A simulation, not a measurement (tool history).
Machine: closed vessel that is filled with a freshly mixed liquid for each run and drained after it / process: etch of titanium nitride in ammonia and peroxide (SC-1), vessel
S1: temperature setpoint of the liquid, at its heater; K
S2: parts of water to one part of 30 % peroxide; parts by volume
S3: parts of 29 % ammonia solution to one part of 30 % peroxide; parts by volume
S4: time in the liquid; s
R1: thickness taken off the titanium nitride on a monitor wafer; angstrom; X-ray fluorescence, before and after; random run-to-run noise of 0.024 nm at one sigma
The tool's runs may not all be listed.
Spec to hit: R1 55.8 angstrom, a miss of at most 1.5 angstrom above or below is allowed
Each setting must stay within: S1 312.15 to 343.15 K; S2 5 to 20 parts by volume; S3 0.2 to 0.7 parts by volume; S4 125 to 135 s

Run 1, hour 0: S1 328.15 K, S2 11 parts by volume, S3 0.4 parts by volume, S4 125 s. Result: R1 76.946 angstrom.
Run 2, hour 8.7: S1 328.15 K, S2 14.5 parts by volume, S3 0.4 parts by volume, S4 125 s. Result: R1 67.003 angstrom.
Run 3, hour 17.6: S1 323.65 K, S2 14.5 parts by volume, S3 0.4 parts by volume, S4 125 s. Result: R1 48.257 angstrom.
Run 4, hour 25.2: S1 324.15 K, S2 14.5 parts by volume, S3 0.4 parts by volume, S4 125 s. Result: R1 50.497 angstrom.
Run 5, hour 26.6: S1 324.15 K, S2 14.5 parts by volume, S3 0.5 parts by volume, S4 125 s. Result: R1 52.108 angstrom.
Run 6, hour 34.2: S1 324.15 K, S2 14.5 parts by volume, S3 0.35 parts by volume, S4 125 s. Result: R1 48.998 angstrom.
Run 7, hour 35.6: S1 324.65 K, S2 14.5 parts by volume, S3 0.35 parts by volume, S4 125 s. Result: R1 50.914 angstrom.
Run 8, hour 44.8: S1 325.15 K, S2 14.5 parts by volume, S3 0.35 parts by volume, S4 125 s. Result: R1 52.482 angstrom.
At hour 46: thermometer replaced.
Run 9, hour 46: S1 325.65 K, S2 14.5 parts by volume, S3 0.35 parts by volume, S4 125 s. Result: R1 63.044 angstrom.
Run 10, hour 53.5: S1 325.15 K, S2 14.5 parts by volume, S3 0.35 parts by volume, S4 125 s. Result: R1 61.111 angstrom.
Run 11, hour 61.1: S1 324.65 K, S2 14.5 parts by volume, S3 0.35 parts by volume, S4 125 s. Result: R1 58.771 angstrom.

Consider the 5 candidate settings below. Which is the only one whose results all fall within their allowed miss of target?
Run A, hour 68.7: S1 322.65 K, S2 15 parts by volume, S3 0.4 parts by volume, S4 135 s. Result: R1 ?.
Run B, hour 68.7: S1 324.65 K, S2 14.5 parts by volume, S3 0.35 parts by volume, S4 130 s. Result: R1 ?.
Run C, hour 68.7: S1 324.65 K, S2 15 parts by volume, S3 0.4 parts by volume, S4 125 s. Result: R1 ?.
Run D, hour 68.7: S1 322.65 K, S2 14.5 parts by volume, S3 0.4 parts by volume, S4 125 s. Result: R1 ?.
Run E, hour 68.7: S1 324.65 K, S2 12.5 parts by volume, S3 0.25 parts by volume, S4 135 s. Result: R1 ?.

move      R1
   A    55.6
   B  61.138
   C  59.155
   D  52.447
   E  64.642
A: all results in spec
B: further off than the last run
C: further off than the last run
D: takes the biggest miss from the last run beyond its target
E: further off than the last run
The move that meets every target is A.
